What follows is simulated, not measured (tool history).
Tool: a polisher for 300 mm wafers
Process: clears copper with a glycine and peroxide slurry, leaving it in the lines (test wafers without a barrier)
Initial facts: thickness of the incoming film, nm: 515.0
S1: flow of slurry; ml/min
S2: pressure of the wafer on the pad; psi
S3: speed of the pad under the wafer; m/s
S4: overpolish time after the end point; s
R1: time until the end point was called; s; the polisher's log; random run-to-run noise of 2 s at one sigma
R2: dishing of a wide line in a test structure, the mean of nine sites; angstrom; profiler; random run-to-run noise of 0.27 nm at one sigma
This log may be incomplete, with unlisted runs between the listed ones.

{"run": 1, "hour": 0.0, "S1": 135, "S2": 2.0, "S3": 1.02, "S4": 12, "R1": 137.22, "R2": 291.7}
{"run": 2, "hour": 5.2, "S1": 165, "S2": 2.0, "S3": 1.02, "S4": 12, "R1": 133.99, "R2": 302.91}
{"run": 3, "hour": 6.9, "S1": 165, "S2": 2.0, "S3": 0.9, "S4": 12, "R1": 143.37, "R2": 281.65}
{"run": 4, "hour": 9.3, "S1": 140, "S2": 2.0, "S3": 0.9, "S4": 12, "R1": 147.33, "R2": 273.46}
{"run": 5, "hour": 18.0, "S1": 160, "S2": 2.0, "S3": 0.9, "S4": 12, "R1": 148.22, "R2": 276.2}
{"run": 6, "hour": 18.7, "S1": 160, "S2": 2.0, "S3": 1.04, "S4": 12, "R1": 135.16, "R2": 306.16}
{"run": 7, "hour": 21.5, "S1": 145, "S2": 2.2, "S3": 0.94, "S4": 11, "R1": 137.85, "R2": 271.5}
{"run": 8, "hour": 25.0, "S1": 135, "S2": 2.4, "S3": 0.92, "S4": 10, "R1": 130.82, "R2": 263.73}
{"run": 9, "hour": 29.4, "S1": 125, "S2": 2.5, "S3": 0.88, "S4": 9, "R1": 133.34, "R2": 235.11}

What does the tool deliver on the next run?
{"run": 10, "hour": 37.2, "S1": 115, "S2": 2.6, "S3": 0.86, "S4": 8, "R1": "?", "R2": "?"}

R1: 133.39 s
R2: 220.72 angstrom
